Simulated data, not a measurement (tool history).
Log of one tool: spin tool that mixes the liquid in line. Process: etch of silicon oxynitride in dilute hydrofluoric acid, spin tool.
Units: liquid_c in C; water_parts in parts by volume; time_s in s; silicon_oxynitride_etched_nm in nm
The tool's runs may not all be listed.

{"run": 1, "hour": 0.0, "liquid_c": 25, "water_parts": 185, "time_s": 90, "silicon_oxynitride_etched_nm": 0.61638}
{"run": 2, "hour": 8.1, "liquid_c": 26, "water_parts": 185, "time_s": 90, "silicon_oxynitride_etched_nm": 0.64426}
{"run": 3, "hour": 9.3, "liquid_c": 26, "water_parts": 185, "time_s": 90, "silicon_oxynitride_etched_nm": 0.64984}
{"run": 4, "hour": 12.3, "liquid_c": 27, "water_parts": 185, "time_s": 90, "silicon_oxynitride_etched_nm": 0.6619}
{"run": 5, "hour": 15.4, "liquid_c": 27.5, "water_parts": 180, "time_s": 90, "silicon_oxynitride_etched_nm": 0.70943}
{"run": 6, "hour": 16.1, "liquid_c": 28, "water_parts": 180, "time_s": 90, "silicon_oxynitride_etched_nm": 0.71587}
{"run": 7, "hour": 19.4, "liquid_c": 28.5, "water_parts": 180, "time_s": 90, "silicon_oxynitride_etched_nm": 0.73982}
{"run": 8, "hour": 22.2, "liquid_c": 29, "water_parts": 180, "time_s": 90, "silicon_oxynitride_etched_nm": 0.76543}

Forecast run 9:
{"run": 9, "hour": 26.7, "liquid_c": 29.5, "water_parts": 180, "time_s": 90, "silicon_oxynitride_etched_nm": "?"}

Run 9 gave silicon_oxynitride_etched_nm 0.74753 nm.
